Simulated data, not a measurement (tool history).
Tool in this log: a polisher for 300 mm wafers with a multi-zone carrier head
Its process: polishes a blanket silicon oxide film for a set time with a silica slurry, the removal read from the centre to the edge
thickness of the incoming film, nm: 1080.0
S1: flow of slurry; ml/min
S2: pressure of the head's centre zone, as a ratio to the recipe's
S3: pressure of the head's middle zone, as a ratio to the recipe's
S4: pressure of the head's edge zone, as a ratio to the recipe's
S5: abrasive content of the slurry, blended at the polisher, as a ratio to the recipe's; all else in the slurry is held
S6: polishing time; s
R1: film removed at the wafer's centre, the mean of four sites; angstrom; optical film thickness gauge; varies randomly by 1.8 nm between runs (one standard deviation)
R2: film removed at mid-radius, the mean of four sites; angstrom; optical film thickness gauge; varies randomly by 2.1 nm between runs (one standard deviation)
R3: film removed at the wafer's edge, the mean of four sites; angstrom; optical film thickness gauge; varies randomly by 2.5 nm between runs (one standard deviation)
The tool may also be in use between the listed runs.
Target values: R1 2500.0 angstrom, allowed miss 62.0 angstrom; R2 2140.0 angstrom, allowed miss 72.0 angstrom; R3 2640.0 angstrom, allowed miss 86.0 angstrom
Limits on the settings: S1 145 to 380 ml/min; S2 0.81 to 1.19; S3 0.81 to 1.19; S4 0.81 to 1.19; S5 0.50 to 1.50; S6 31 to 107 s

{"run": 1, "day": 0.0, "S1": 245, "S2": 1.0, "S3": 1.0, "S4": 1.0, "S5": 1.0, "S6": 69, "R1": 2873.0, "R2": 2798.9, "R3": 2802.3}
{"run": 2, "day": 0.317, "S1": 245, "S2": 1.0, "S3": 0.95, "S4": 1.0, "S5": 1.0, "S6": 69, "R1": 2860.4, "R2": 2676.9, "R3": 2727.7}
{"run": 3, "day": 0.625, "S1": 225, "S2": 0.99, "S3": 0.91, "S4": 1.05, "S5": 0.95, "S6": 69, "R1": 2708.7, "R2": 2503.8, "R3": 2784.2}
{"run": 4, "day": 0.888, "S1": 225, "S2": 0.99, "S3": 0.91, "S4": 1.05, "S5": 1.1, "S6": 69, "R1": 2914.9, "R2": 2658.3, "R3": 2976.4}
{"run": 5, "day": 1.142, "S1": 210, "S2": 0.99, "S3": 0.88, "S4": 1.05, "S5": 1.05, "S6": 69, "R1": 2831.4, "R2": 2549.9, "R3": 2914.4}
{"run": 6, "day": 1.471, "S1": 210, "S2": 0.99, "S3": 0.86, "S4": 1.06, "S5": 1.0, "S6": 69, "R1": 2788.8, "R2": 2432.1, "R3": 2844.0}
{"run": 7, "day": 1.554, "S1": 205, "S2": 0.98, "S3": 0.85, "S4": 1.06, "S5": 0.95, "S6": 69, "R1": 2699.0, "R2": 2351.2, "R3": 2736.4}
{"run": 8, "day": 1.688, "S1": 200, "S2": 0.97, "S3": 0.84, "S4": 1.07, "S5": 0.9, "S6": 69, "R1": 2583.9, "R2": 2240.2, "R3": 2697.5}
{"run": 9, "day": 1.946, "S1": 195, "S2": 0.97, "S3": 0.83, "S4": 1.07, "S5": 0.9, "S6": 69, "R1": 2540.1, "R2": 2253.1, "R3": 2673.2}
{"run": 10, "day": 2.312, "S1": 195, "S2": 0.97, "S3": 0.82, "S4": 1.08, "S5": 0.9, "S6": 69, "R1": 2542.8, "R2": 2212.7, "R3": 2706.7}

Which single option among these 5 for the next run brings every result within its allowed miss of target? Just one does.
{"run": "A", "day": 2.679, "S1": 170, "S2": 0.95, "S3": 0.81, "S4": 1.13, "S5": 0.95, "S6": 69, "R1": "?", "R2": "?", "R3": "?"}
{"run": "B", "day": 2.679, "S1": 175, "S2": 1.05, "S3": 0.84, "S4": 1.04, "S5": 1.05, "S6": 62, "R1": "?", "R2": "?", "R3": "?"}
{"run": "C", "day": 2.679, "S1": 145, "S2": 1.03, "S3": 0.84, "S4": 1.19, "S5": 0.9, "S6": 70, "R1": "?", "R2": "?", "R3": "?"}
{"run": "D", "day": 2.679, "S1": 210, "S2": 0.96, "S3": 0.81, "S4": 1.06, "S5": 0.75, "S6": 73, "R1": "?", "R2": "?", "R3": "?"}
{"run": "E", "day": 2.679, "S1": 175, "S2": 0.94, "S3": 0.89, "S4": 1.08, "S5": 0.95, "S6": 69, "R1": "?", "R2": "?", "R3": "?"}

move=A R1=2505.1 R2=2190.1 R3=2814.2
move=B R1=2591.8 R2=2120.7 R3=2540.6
move=C R1=2596.1 R2=2170.5 R3=2807.7
move=D R1=2475.5 R2=2135.9 R3=2637.1
move=E R1=2494.3 R2=2361.9 R3=2756.5
A: meets the target for the result that was furthest off, but another lies outside its allowed miss
B: meets the target for the result that was furthest off, but another lies outside its allowed miss
C: meets the target for the result that was furthest off, but another lies outside its allowed miss
D: every result lands within tolerance
E: misses by more than the last run did
So the answer is move D, the one that meets all the targets.
